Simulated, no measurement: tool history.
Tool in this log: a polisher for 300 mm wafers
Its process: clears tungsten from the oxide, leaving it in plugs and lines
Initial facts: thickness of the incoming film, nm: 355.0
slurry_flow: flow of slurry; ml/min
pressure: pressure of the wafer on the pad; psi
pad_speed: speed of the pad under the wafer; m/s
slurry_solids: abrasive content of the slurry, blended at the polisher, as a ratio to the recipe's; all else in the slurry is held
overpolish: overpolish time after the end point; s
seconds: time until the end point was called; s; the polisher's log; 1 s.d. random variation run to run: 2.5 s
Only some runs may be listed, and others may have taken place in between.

{"run": 1, "day": 0.0, "slurry_flow": 305, "pressure": 2.9, "pad_speed": 0.98, "slurry_solids": 1.0, "overpolish": 4, "seconds": 118.62}
{"run": 2, "day": 0.258, "slurry_flow": 305, "pressure": 2.7, "pad_speed": 0.98, "slurry_solids": 1.0, "overpolish": 4, "seconds": 121.26}
{"run": 3, "day": 0.442, "slurry_flow": 305, "pressure": 2.7, "pad_speed": 0.98, "slurry_solids": 1.0, "overpolish": 4, "seconds": 125.24}
{"run": 4, "day": 0.533, "slurry_flow": 375, "pressure": 2.7, "pad_speed": 0.98, "slurry_solids": 1.0, "overpolish": 4, "seconds": 122.71}
{"run": 5, "day": 0.688, "slurry_flow": 375, "pressure": 3.2, "pad_speed": 0.98, "slurry_solids": 1.0, "overpolish": 4, "seconds": 108.81}
{"run": 6, "day": 0.729, "slurry_flow": 375, "pressure": 2.9, "pad_speed": 0.96, "slurry_solids": 1.0, "overpolish": 4, "seconds": 112.86}
{"run": 7, "day": 0.771, "slurry_flow": 365, "pressure": 2.6, "pad_speed": 0.94, "slurry_solids": 1.0, "overpolish": 4, "seconds": 129.15}
{"day": 0.896, "done": "slurry nozzle cleaned"}
{"run": 8, "day": 0.896, "slurry_flow": 365, "pressure": 2.4, "pad_speed": 0.92, "slurry_solids": 1.0, "overpolish": 4, "seconds": 137.86}
{"run": 9, "day": 1.196, "slurry_flow": 365, "pressure": 2.3, "pad_speed": 0.92, "slurry_solids": 1.0, "overpolish": 4, "seconds": 140.86}
{"run": 10, "day": 1.512, "slurry_flow": 365, "pressure": 2.2, "pad_speed": 0.92, "slurry_solids": 1.0, "overpolish": 4, "seconds": 145.03}
{"run": 11, "day": 1.592, "slurry_flow": 365, "pressure": 2.2, "pad_speed": 0.92, "slurry_solids": 1.0, "overpolish": 4, "seconds": 140.94}

Forecast run 12:
{"run": 12, "day": 1.646, "slurry_flow": 365, "pressure": 2.1, "pad_speed": 0.9, "slurry_solids": 1.0, "overpolish": 4, "seconds": "?"}

{"run 12": {"seconds": 152.76}}
